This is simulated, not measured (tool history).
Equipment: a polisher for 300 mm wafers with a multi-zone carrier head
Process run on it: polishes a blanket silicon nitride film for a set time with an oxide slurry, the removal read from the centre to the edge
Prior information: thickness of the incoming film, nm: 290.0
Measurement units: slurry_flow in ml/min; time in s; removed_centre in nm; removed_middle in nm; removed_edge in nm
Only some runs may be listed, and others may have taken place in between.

Run 1, day 0: slurry_flow 145 ml/min, centre_zone 1, middle_zone 1, edge_zone 1, slurry_solids 1, time 57 s. Result: removed_centre 55.384 nm, removed_middle 56.418 nm, removed_edge 55.185 nm.
Run 2, day 0.196: slurry_flow 135 ml/min, centre_zone 0.97, middle_zone 0.97, edge_zone 0.97, slurry_solids 0.9, time 52 s. Result: removed_centre 45.6 nm, removed_middle 46.672 nm, removed_edge 45.496 nm.
Run 3, day 0.35: slurry_flow 170 ml/min, centre_zone 0.97, middle_zone 0.97, edge_zone 0.97, slurry_solids 0.9, time 52 s. Result: removed_centre 47.719 nm, removed_middle 49.147 nm, removed_edge 47.115 nm.
Run 4, day 0.658: slurry_flow 170 ml/min, centre_zone 0.97, middle_zone 0.97, edge_zone 1.02, slurry_solids 0.9, time 52 s. Result: removed_centre 48.003 nm, removed_middle 48.424 nm, removed_edge 48.145 nm.
Run 5, day 0.792: slurry_flow 170 ml/min, centre_zone 0.93, middle_zone 0.97, edge_zone 1.02, slurry_solids 0.9, time 52 s. Result: removed_centre 45.82 nm, removed_middle 48.647 nm, removed_edge 48.339 nm.
Run 6, day 1.029: slurry_flow 170 ml/min, centre_zone 0.93, middle_zone 0.97, edge_zone 1.02, slurry_solids 0.9, time 58 s. Result: removed_centre 50.815 nm, removed_middle 54.109 nm, removed_edge 53.392 nm.
Run 7, day 1.325: slurry_flow 155 ml/min, centre_zone 0.91, middle_zone 0.95, edge_zone 1.01, slurry_solids 0.85, time 53 s. Result: removed_centre 43.326 nm, removed_middle 46.031 nm, removed_edge 45.986 nm.
Run 8, day 1.358: slurry_flow 145 ml/min, centre_zone 0.89, middle_zone 0.94, edge_zone 1.01, slurry_solids 0.8, time 49 s. Result: removed_centre 36.197 nm, removed_middle 40.516 nm, removed_edge 40.832 nm.
Run 9, day 1.396: slurry_flow 140 ml/min, centre_zone 0.89, middle_zone 0.92, edge_zone 1, slurry_solids 0.75, time 46 s. Result: removed_centre 32.473 nm, removed_middle 34.68 nm, removed_edge 35.644 nm.
Run 10, day 1.638: slurry_flow 130 ml/min, centre_zone 0.88, middle_zone 0.91, edge_zone 0.99, slurry_solids 0.7, time 44 s. Result: removed_centre 28.522 nm, removed_middle 30.559 nm, removed_edge 32.078 nm.
Run 11, day 1.921: slurry_flow 90 ml/min, centre_zone 0.81, middle_zone 0.85, edge_zone 0.89, slurry_solids 0.5, time 37 s. Result: removed_centre 13.548 nm, removed_middle 15.533 nm, removed_edge 17.145 nm.
Run 12, day 2.075: slurry_flow 100 ml/min, centre_zone 0.81, middle_zone 0.85, edge_zone 0.89, slurry_solids 0.5, time 37 s. Result: removed_centre 14.301 nm, removed_middle 15.926 nm, removed_edge 17.369 nm.
Run 13, day 2.238: slurry_flow 105 ml/min, centre_zone 0.81, middle_zone 0.86, edge_zone 0.9, slurry_solids 0.5, time 37 s. Result: removed_centre 14.878 nm, removed_middle 16.296 nm, removed_edge 17.433 nm.
Run 14, day 2.538: slurry_flow 105 ml/min, centre_zone 0.82, middle_zone 0.87, edge_zone 0.92, slurry_solids 0.5, time 37 s. Result: removed_centre 15.065 nm, removed_middle 16.564 nm, removed_edge 17.84 nm.
Run 15, day 2.8: slurry_flow 145 ml/min, centre_zone 0.85, middle_zone 0.92, edge_zone 1.02, slurry_solids 0.5, time 37 s. Result: removed_centre 16.881 nm, removed_middle 18.776 nm, removed_edge 19.556 nm.
Run 16, day 2.996: slurry_flow 140 ml/min, centre_zone 0.85, middle_zone 0.92, edge_zone 1.03, slurry_solids 0.5, time 37 s. Result: removed_centre 16.712 nm, removed_middle 18.64 nm, removed_edge 19.839 nm.
Run 17, day 3.367: slurry_flow 145 ml/min, centre_zone 0.85, middle_zone 0.92, edge_zone 1.04, slurry_solids 0.5, time 37 s. Result: removed_centre 16.767 nm, removed_middle 19.009 nm, removed_edge 20.272 nm.
Run 18, day 3.671: slurry_flow 145 ml/min, centre_zone 0.86, middle_zone 0.92, edge_zone 1.04, slurry_solids 0.5, time 37 s. Result: removed_centre 17.025 nm, removed_middle 18.853 nm, removed_edge 19.894 nm.
Run 19, day 4.046: slurry_flow 145 ml/min, centre_zone 0.86, middle_zone 0.92, edge_zone 1.05, slurry_solids 0.5, time 37 s. Result: removed_centre 16.987 nm, removed_middle 18.773 nm, removed_edge 20.007 nm.
Run 20, day 4.279: slurry_flow 150 ml/min, centre_zone 0.86, middle_zone 0.92, edge_zone 1.06, slurry_solids 0.5, time 37 s. Result: removed_centre 17.191 nm, removed_middle 18.832 nm, removed_edge 20.022 nm.

Run 21 has not been measured yet. What should we expect?
Run 21, day 4.538: slurry_flow 175 ml/min, centre_zone 0.86, middle_zone 0.94, edge_zone 1.11, slurry_solids 0.55, time 37 s. Result: removed_centre ?, removed_middle ?, removed_edge ?.

Run 21 came out at removed_centre 19.945 nm, removed_middle 22.181 nm, removed_edge 23.627 nm.

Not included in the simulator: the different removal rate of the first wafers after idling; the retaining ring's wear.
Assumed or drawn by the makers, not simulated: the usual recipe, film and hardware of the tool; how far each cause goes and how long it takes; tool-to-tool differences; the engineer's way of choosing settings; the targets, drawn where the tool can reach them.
